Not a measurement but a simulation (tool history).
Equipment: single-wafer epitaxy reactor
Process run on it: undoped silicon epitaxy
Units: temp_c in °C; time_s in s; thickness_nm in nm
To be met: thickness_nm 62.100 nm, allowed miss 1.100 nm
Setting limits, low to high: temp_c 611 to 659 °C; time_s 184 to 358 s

Run 1, day 0.000: temp_c 635 °C, time_s 271 s. Result: thickness_nm 39.817 nm.
Run 2, day 0.104: temp_c 637 °C, time_s 271 s. Result: thickness_nm 41.785 nm.
Run 3, day 0.392: temp_c 637 °C, time_s 291 s. Result: thickness_nm 45.391 nm.
Run 4, day 0.496: temp_c 644 °C, time_s 291 s. Result: thickness_nm 53.396 nm.
Run 5, day 0.612: temp_c 644 °C, time_s 322 s. Result: thickness_nm 59.452 nm.
Run 6, day 0.642: temp_c 648 °C, time_s 322 s. Result: thickness_nm 65.240 nm.
Run 7, day 0.942: temp_c 647 °C, time_s 322 s. Result: thickness_nm 64.208 nm.
At day 1.312: pyrometer calibrated.
Run 8, day 1.312: temp_c 646 °C, time_s 322 s. Result: thickness_nm 55.916 nm.
Run 9, day 1.617: temp_c 647 °C, time_s 322 s. Result: thickness_nm 56.711 nm.
Run 10, day 1.683: temp_c 648 °C, time_s 322 s. Result: thickness_nm 58.778 nm.
Run 11, day 1.762: temp_c 649 °C, time_s 322 s. Result: thickness_nm 60.253 nm.

Of the 5 settings listed for the next run, only one would bring every result within its allowed miss of target. Which one?
Run A, day 1.842: temp_c 652 °C, time_s 323 s. Result: thickness_nm ?.
Run B, day 1.842: temp_c 647 °C, time_s 326 s. Result: thickness_nm ?.
Run C, day 1.842: temp_c 651 °C, time_s 314 s. Result: thickness_nm ?.
Run D, day 1.842: temp_c 644 °C, time_s 358 s. Result: thickness_nm ?.
Run E, day 1.842: temp_c 648 °C, time_s 322 s. Result: thickness_nm ?.

move  thickness_nm
   A        64.776
   B        57.766
   C        61.439
   D        58.852
   E        58.495
A: takes the biggest miss from the last run beyond its target
B: further off than the last run
C: all results land within tolerance of their targets
D: further off than the last run
E: further off than the last run
Answer: C
